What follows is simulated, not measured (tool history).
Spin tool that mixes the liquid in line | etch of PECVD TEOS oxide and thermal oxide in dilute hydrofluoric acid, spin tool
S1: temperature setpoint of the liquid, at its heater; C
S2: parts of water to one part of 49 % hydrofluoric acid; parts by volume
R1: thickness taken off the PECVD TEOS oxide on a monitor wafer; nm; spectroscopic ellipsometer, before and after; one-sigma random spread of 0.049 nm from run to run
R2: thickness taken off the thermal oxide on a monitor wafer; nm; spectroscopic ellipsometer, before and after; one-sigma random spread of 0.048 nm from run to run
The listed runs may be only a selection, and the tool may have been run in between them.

run 1 hour=0 | S1=20 S2=215 time_under_the_liquid_(s)=180 | R1=5.2545 R2=2.8052
run 2 hour=3.6 | S1=20 S2=215 time_under_the_liquid_(s)=140 | R1=4.1112 R2=2.1502
run 3 hour=7.9 | S1=23.5 S2=215 time_under_the_liquid_(s)=140 | R1=4.7184 R2=2.4322
run 4 hour=10.7 | S1=23.5 S2=215 time_under_the_liquid_(s)=190 | R1=6.3324 R2=3.3466
run 5 hour=16.4 | S1=24.5 S2=205 time_under_the_liquid_(s)=190 | R1=6.9632 R2=3.6807
run 6 hour=25 | S1=24.5 S2=265 time_under_the_liquid_(s)=190 | R1=5.0389 R2=2.632

Run 7 is up next; what results do you expect?
run 7 hour=32.9 | S1=28 S2=175 time_under_the_liquid_(s)=190 | R1=? R2=?

{"run 7": {"R1": 9.6972, "R2": 5.0663}}

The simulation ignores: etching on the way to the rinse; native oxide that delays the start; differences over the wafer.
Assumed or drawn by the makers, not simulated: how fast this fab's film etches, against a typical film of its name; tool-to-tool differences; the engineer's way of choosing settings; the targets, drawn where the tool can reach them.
